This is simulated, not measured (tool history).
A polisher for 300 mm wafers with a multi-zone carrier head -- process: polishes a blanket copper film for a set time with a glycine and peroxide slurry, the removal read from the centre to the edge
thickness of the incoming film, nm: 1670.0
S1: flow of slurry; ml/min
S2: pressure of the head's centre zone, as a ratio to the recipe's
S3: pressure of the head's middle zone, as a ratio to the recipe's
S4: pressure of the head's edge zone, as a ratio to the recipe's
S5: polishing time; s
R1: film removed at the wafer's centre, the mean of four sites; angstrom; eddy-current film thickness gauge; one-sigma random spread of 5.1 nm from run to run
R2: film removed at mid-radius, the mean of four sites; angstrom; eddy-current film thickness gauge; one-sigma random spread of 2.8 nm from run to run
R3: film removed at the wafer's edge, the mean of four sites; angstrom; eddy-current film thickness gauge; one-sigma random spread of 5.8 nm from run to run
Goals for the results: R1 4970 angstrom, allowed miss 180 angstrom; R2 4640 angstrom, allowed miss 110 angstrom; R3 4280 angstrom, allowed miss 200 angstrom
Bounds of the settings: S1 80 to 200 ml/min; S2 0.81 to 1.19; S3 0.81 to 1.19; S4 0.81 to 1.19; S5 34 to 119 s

run	hour	S1	S2	S3	S4	S5	R1	R2	R3
1	0	130	1	1	1	76	7009.2	7179.9	7042.1
2	2	130	1.01	1	0.98	73	6905	6909.5	6733.9
3	8.5	130	1.01	1	0.98	87	8105.5	8267.9	8271.5
4	10.4	130	1.01	1.07	0.98	87	8171.1	8663.9	7944.2
5	13.7	130	1.02	1.06	0.97	82	7792.3	8252.1	7761.6
6	22.5	130	1.02	1.06	1.01	82	7757.5	8139.5	7758.3
7	26	135	1.12	1.02	0.91	60	6383.4	5761.7	5379
8	31	130	1.11	1.02	0.9	59	5982	5667.2	5455.1
9	36.9	135	1.11	1.02	0.9	57	5852.2	5529.6	5144.8
10	44.3	140	1.11	1.01	0.89	56	5907.7	5449.1	4962.3
11	46.4	140	1.1	1	0.88	55	5740	5312.5	4865.3
12	48.9	140	1.09	0.99	0.87	55	5667.1	5220.7	4938.4
13	56.3	105	1.1	1.01	0.81	49	4795.6	4480.5	4118.1
14	60.4	110	1.1	1.01	0.83	49	4756.6	4539.4	4149.6
15	64.3	120	1.13	1	0.86	50	5161.6	4675.3	4347.4

Which of these 5 next moves meets every target?
A	68.2	80	0.99	0.93	1.06	55	?	?	?
B	68.2	120	1.09	1	0.81	50	?	?	?
C	68.2	105	1.16	1.01	0.86	53	?	?	?
D	68.2	85	0.99	0.9	1.05	55	?	?	?
E	68.2	100	1.03	0.91	0.95	56	?	?	?

move	R1	R2	R3
A	4490.1	4410.7	4932.5
B	5020.8	4686.8	4360.6
C	5484.3	4866.2	4618.1
D	4572.4	4360.6	4969.1
E	5072.3	4661.8	5013.4
A: the result that was furthest off in the last run now lies on the other side of its target
B: all results in spec
C: its largest miss is bigger than the last run's
D: the result that was furthest off in the last run now lies on the other side of its target
E: brings the result that was furthest off to its target, and leaves another outside
So the answer is move B, the one that meets all the targets.
